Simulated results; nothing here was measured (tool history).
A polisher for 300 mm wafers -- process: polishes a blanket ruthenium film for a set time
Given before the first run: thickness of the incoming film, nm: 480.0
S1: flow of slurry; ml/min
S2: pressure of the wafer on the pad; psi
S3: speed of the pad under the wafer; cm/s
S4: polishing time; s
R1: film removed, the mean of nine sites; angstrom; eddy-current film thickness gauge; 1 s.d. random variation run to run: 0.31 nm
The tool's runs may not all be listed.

{"run": 1, "hour": 0.0, "S1": 320, "S2": 1.8, "S3": 126, "S4": 39, "R1": 513.72}
{"run": 2, "hour": 1.0, "S1": 320, "S2": 1.8, "S3": 110, "S4": 39, "R1": 449.53}
{"run": 3, "hour": 3.8, "S1": 320, "S2": 2.1, "S3": 110, "S4": 39, "R1": 524.77}
{"run": 4, "hour": 6.1, "S1": 320, "S2": 1.8, "S3": 108, "S4": 39, "R1": 440.39}
{"run": 5, "hour": 11.9, "S1": 320, "S2": 1.8, "S3": 130, "S4": 39, "R1": 525.49}
{"run": 6, "hour": 19.3, "S1": 320, "S2": 1.5, "S3": 128, "S4": 39, "R1": 441.57}
{"run": 7, "hour": 19.9, "S1": 320, "S2": 1.3, "S3": 128, "S4": 39, "R1": 382.74}

Expected results for the next run?
{"run": 8, "hour": 24.8, "S1": 320, "S2": 0.9, "S3": 126, "S4": 39, "R1": "?"}

Run 8 came out at R1 265.72 angstrom.
